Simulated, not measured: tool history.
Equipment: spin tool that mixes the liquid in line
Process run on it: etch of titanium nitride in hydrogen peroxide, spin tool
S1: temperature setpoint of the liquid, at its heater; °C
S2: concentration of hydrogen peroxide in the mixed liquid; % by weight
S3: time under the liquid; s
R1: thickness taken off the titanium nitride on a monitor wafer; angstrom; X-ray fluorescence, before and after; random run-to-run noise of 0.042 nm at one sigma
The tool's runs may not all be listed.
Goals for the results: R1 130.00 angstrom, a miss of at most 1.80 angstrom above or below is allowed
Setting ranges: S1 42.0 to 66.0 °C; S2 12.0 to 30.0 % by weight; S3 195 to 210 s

run,hour,S1,S2,S3,R1
1,0.0,58.0,22.0,195,160.15
2,1.5,58.0,22.0,210,172.50
3,6.2,56.5,22.0,210,156.08
4,10.8,52.5,22.0,210,117.88
5,18.9,52.5,19.0,210,113.81
6,27.8,52.5,19.0,210,114.50
7,33.9,53.0,19.0,210,118.11
8,35.1,53.5,19.0,210,121.99
9,41.8,54.0,19.0,210,127.29
10,46.2,54.0,19.0,210,126.32

Of the 5 settings listed for the next run, only one would bring every result within its allowed miss of target. Which one?
A,50.6,53.0,19.0,210,?
B,50.6,54.5,17.0,195,?
C,50.6,54.0,17.0,210,?
D,50.6,54.5,18.0,210,?
E,50.6,55.0,14.5,195,?

move,R1
A,118.73
B,119.69
C,124.44
D,130.47
E,119.87
A: moves away from the targets compared with the last run
B: moves away from the targets compared with the last run
C: moves away from the targets compared with the last run
D: all results in spec
E: moves away from the targets compared with the last run
Move D is the one to make.

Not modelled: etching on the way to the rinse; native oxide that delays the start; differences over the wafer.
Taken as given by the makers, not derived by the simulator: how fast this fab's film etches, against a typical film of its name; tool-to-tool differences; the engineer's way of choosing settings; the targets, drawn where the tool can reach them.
